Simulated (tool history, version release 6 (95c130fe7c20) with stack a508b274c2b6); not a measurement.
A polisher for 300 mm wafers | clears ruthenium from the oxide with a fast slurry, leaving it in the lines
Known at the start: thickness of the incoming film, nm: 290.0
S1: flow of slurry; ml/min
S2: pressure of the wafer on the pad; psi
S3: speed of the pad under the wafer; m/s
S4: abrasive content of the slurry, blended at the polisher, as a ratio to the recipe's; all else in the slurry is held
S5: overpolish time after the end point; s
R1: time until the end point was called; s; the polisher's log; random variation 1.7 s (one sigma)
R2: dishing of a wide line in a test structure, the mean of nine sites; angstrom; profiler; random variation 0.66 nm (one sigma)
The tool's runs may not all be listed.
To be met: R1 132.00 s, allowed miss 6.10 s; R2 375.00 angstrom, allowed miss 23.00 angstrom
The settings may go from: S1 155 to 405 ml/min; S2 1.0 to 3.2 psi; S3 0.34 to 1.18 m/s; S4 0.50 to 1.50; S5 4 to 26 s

{"run": 1, "hour": 0.0, "S1": 260, "S2": 2.1, "S3": 0.76, "S4": 1.0, "S5": 13, "R1": 141.98, "R2": 209.72}
{"run": 2, "hour": 3.2, "S1": 260, "S2": 2.1, "S3": 0.76, "S4": 0.9, "S5": 13, "R1": 150.31, "R2": 200.73}
{"run": 3, "hour": 5.0, "S1": 260, "S2": 2.2, "S3": 0.76, "S4": 0.9, "S5": 15, "R1": 140.29, "R2": 248.89}
{"run": 4, "hour": 8.4, "S1": 260, "S2": 2.2, "S3": 0.76, "S4": 0.9, "S5": 16, "R1": 144.64, "R2": 256.67}
{"run": 5, "hour": 9.1, "S1": 260, "S2": 2.2, "S3": 0.76, "S4": 0.9, "S5": 11, "R1": 142.83, "R2": 179.95}
{"run": 6, "hour": 10.7, "S1": 260, "S2": 2.2, "S3": 0.76, "S4": 1.1, "S5": 11, "R1": 132.46, "R2": 197.79}
{"run": 7, "hour": 12.7, "S1": 260, "S2": 2.2, "S3": 0.76, "S4": 1.15, "S5": 14, "R1": 132.66, "R2": 256.07}
{"run": 8, "hour": 19.5, "S1": 260, "S2": 2.2, "S3": 0.76, "S4": 1.2, "S5": 19, "R1": 127.08, "R2": 335.34}
{"run": 9, "hour": 28.2, "S1": 260, "S2": 2.2, "S3": 0.76, "S4": 1.2, "S5": 20, "R1": 130.35, "R2": 347.11}

5 next moves are on the table. One of them brings every result within its allowed miss. Which?
{"run": "A", "hour": 36.9, "S1": 260, "S2": 2.1, "S3": 0.8, "S4": 1.2, "S5": 19, "R1": "?", "R2": "?"}
{"run": "B", "hour": 36.9, "S1": 265, "S2": 2.3, "S3": 0.74, "S4": 1.05, "S5": 20, "R1": "?", "R2": "?"}
{"run": "C", "hour": 36.9, "S1": 250, "S2": 2.3, "S3": 0.7, "S4": 1.2, "S5": 22, "R1": "?", "R2": "?"}
{"run": "D", "hour": 36.9, "S1": 315, "S2": 1.8, "S3": 0.84, "S4": 1.25, "S5": 20, "R1": "?", "R2": "?"}
{"run": "E", "hour": 36.9, "S1": 285, "S2": 2.4, "S3": 0.7, "S4": 1.1, "S5": 17, "R1": "?", "R2": "?"}

move=A R1=128.94 R2=333.18
move=B R1=132.99 R2=339.36
move=C R1=134.00 R2=367.14
move=D R1=139.35 R2=325.33
move=E R1=131.53 R2=295.76
A: further off than the last run
B: further off than the last run
C: meets every target
D: further off than the last run
E: further off than the last run
The right move is C.
